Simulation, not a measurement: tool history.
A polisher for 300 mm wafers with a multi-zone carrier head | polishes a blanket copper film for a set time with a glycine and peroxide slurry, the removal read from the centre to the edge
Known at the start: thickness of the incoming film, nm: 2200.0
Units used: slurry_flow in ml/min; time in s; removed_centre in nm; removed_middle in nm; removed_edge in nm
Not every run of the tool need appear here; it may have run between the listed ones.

| run | hour | slurry_flow | centre_zone | middle_zone | edge_zone | time | removed_centre | removed_middle | removed_edge |
|---|---|---|---|---|---|---|---|---|---|
| 1 | 0.0 | 135 | 1.00 | 1.00 | 1.00 | 41 | 250.59 | 251.65 | 248.86 |
| 2 | 5.9 | 135 | 1.00 | 1.00 | 1.04 | 41 | 250.11 | 247.22 | 255.66 |
| 3 | 11.0 | 135 | 1.00 | 1.06 | 1.04 | 41 | 248.72 | 268.02 | 255.79 |
| 4 | 18.2 | 125 | 0.99 | 1.01 | 1.00 | 38 | 228.49 | 234.33 | 230.57 |
| 5 | 22.0 | 125 | 0.99 | 0.96 | 1.00 | 38 | 225.41 | 227.59 | 228.49 |
| 6 | 25.3 | 125 | 0.99 | 0.96 | 1.07 | 38 | 224.32 | 222.88 | 237.76 |
| 7 | 29.4 | 95 | 1.03 | 0.86 | 0.97 | 27 | 156.98 | 138.29 | 157.01 |

Predict the results of run 8:
| 8 | 31.8 | 100 | 1.03 | 0.86 | 0.97 | 27 | ? | ? | ? |

removed_centre: 155.61 nm
removed_middle: 139.12 nm
removed_edge: 156.66 nm
